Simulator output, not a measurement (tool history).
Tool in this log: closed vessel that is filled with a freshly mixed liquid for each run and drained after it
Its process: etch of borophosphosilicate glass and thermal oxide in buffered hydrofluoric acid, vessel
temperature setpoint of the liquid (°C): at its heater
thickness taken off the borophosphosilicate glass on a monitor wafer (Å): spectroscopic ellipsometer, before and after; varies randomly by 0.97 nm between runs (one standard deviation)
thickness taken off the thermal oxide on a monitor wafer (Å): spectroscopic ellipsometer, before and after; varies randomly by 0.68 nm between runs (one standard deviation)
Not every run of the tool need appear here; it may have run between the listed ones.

run  hour  temperature setpoint of the liquid (°C)  parts of 40 % ammonium fluoride to one part of 49 % hydrofluoric acid (parts by volume)  time in the liquid (s)  thickness taken off the borophosphosilicate glass on a monitor wafer (Å)  thickness taken off the thermal oxide on a monitor wafer (Å)
  1   0.0                                     23.0                                                                                     10.5                      60                                                                    856.41                                                        754.38
  2   1.3                                     25.0                                                                                     10.0                      60                                                                    973.78                                                        865.75
  3   2.3                                     25.0                                                                                     10.0                      80                                                                   1306.00                                                       1154.30
  4   3.2                                     25.5                                                                                     10.0                      80                                                                   1334.10                                                       1186.70
  5  12.1                                     26.0                                                                                     10.0                      80                                                                   1396.50                                                       1217.90
  6  18.2                                     26.0                                                                                     10.0                      95                                                                   1613.80                                                       1439.30
  7  26.8                                     25.5                                                                                     10.0                      95                                                                   1584.90                                                       1412.40

Run 8 is up next; what results do you expect?
  8  35.6                                     25.0                                                                                     10.0                      95                                                                         ?                                                             ?

thickness taken off the borophosphosilicate glass on a monitor wafer (Å): 1551.10
thickness taken off the thermal oxide on a monitor wafer (Å): 1368.40
